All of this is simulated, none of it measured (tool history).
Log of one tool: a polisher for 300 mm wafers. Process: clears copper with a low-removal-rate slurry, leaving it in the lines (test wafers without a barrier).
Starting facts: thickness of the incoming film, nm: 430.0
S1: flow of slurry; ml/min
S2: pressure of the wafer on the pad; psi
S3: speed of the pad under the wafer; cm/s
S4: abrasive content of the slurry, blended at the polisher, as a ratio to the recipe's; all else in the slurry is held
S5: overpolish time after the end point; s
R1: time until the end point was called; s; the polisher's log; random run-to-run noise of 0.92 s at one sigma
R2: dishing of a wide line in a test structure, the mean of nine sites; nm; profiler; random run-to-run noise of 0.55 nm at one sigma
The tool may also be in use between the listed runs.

run	hour	S1	S2	S3	S4	S5	R1	R2
1	0.0	275	3.1	94	1.0	14	134.39	27.698
2	5.5	275	3.4	94	1.0	12	126.76	25.354
3	12.8	275	3.7	94	1.0	11	120.58	24.585
4	20.6	275	3.7	94	1.1	11	117.44	25.313
5	22.7	275	4.0	94	1.1	11	112.17	26.424
6	23.8	275	4.2	94	1.1	11	107.16	26.935
7	30.1	275	4.4	94	1.1	11	105.53	28.597
# hour 39.0: head pressure recalibrated
8	39.0	280	4.5	94	1.1	10	107.40	24.669
9	39.9	275	4.6	96	1.1	10	103.45	26.640

For run 10, what comes out?
10	48.1	275	4.7	96	1.1	10	?	?

{"run 10": {"R1": 102.32, "R2": 26.723}}
